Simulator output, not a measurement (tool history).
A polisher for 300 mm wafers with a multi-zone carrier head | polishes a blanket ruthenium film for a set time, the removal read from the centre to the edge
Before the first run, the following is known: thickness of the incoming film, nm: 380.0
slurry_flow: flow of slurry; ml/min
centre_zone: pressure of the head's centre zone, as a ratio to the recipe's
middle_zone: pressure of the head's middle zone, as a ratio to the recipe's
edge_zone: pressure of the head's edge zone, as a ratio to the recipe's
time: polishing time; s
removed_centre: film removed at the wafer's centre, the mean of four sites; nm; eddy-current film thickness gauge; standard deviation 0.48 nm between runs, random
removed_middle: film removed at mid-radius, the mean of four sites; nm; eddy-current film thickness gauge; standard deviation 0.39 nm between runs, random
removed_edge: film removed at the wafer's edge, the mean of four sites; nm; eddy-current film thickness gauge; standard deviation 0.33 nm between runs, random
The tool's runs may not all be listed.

{"run": 1, "hour": 0.0, "slurry_flow": 150, "centre_zone": 1, "middle_zone": 1, "edge_zone": 1, "time": 48, "removed_centre": 53.407, "removed_middle": 51.468, "removed_edge": 51.057}
{"run": 2, "hour": 5.6, "slurry_flow": 120, "centre_zone": 1, "middle_zone": 1, "edge_zone": 1, "time": 48, "removed_centre": 50.038, "removed_middle": 48.719, "removed_edge": 49.117}
{"run": 3, "hour": 12.2, "slurry_flow": 120, "centre_zone": 1, "middle_zone": 1.08, "edge_zone": 1, "time": 48, "removed_centre": 50.257, "removed_middle": 52.654, "removed_edge": 49.113}
{"run": 4, "hour": 19.3, "slurry_flow": 120, "centre_zone": 1, "middle_zone": 1.11, "edge_zone": 1, "time": 48, "removed_centre": 50.221, "removed_middle": 54.03, "removed_edge": 49.072}
{"run": 5, "hour": 25.1, "slurry_flow": 135, "centre_zone": 1, "middle_zone": 1.11, "edge_zone": 1, "time": 48, "removed_centre": 51.531, "removed_middle": 55.567, "removed_edge": 50.409}
{"run": 6, "hour": 31.4, "slurry_flow": 135, "centre_zone": 1, "middle_zone": 1.16, "edge_zone": 1, "time": 48, "removed_centre": 52.039, "removed_middle": 56.608, "removed_edge": 49.974}
{"run": 7, "hour": 37.0, "slurry_flow": 135, "centre_zone": 1, "middle_zone": 1.16, "edge_zone": 1, "time": 48, "removed_centre": 51.984, "removed_middle": 58.034, "removed_edge": 50.22}
{"run": 8, "hour": 43.3, "slurry_flow": 130, "centre_zone": 1.03, "middle_zone": 1.08, "edge_zone": 1, "time": 44, "removed_centre": 49.76, "removed_middle": 49.084, "removed_edge": 45.051}
{"run": 9, "hour": 45.2, "slurry_flow": 130, "centre_zone": 1.03, "middle_zone": 1.08, "edge_zone": 1, "time": 44, "removed_centre": 48.772, "removed_middle": 48.415, "removed_edge": 44.664}
{"run": 10, "hour": 48.1, "slurry_flow": 125, "centre_zone": 1.04, "middle_zone": 1.02, "edge_zone": 1.01, "time": 42, "removed_centre": 47.006, "removed_middle": 44.914, "removed_edge": 43.485}
{"run": 11, "hour": 52.9, "slurry_flow": 120, "centre_zone": 1.06, "middle_zone": 0.97, "edge_zone": 1.02, "time": 39, "removed_centre": 42.749, "removed_middle": 38.464, "removed_edge": 40.006}

Run 12 is up next; what results do you expect?
{"run": 12, "hour": 54.5, "slurry_flow": 115, "centre_zone": 1.08, "middle_zone": 0.94, "edge_zone": 1.01, "time": 38, "removed_centre": "?", "removed_middle": "?", "removed_edge": "?"}

removed_centre: 41.789 nm
removed_middle: 37 nm
removed_edge: 38.371 nm
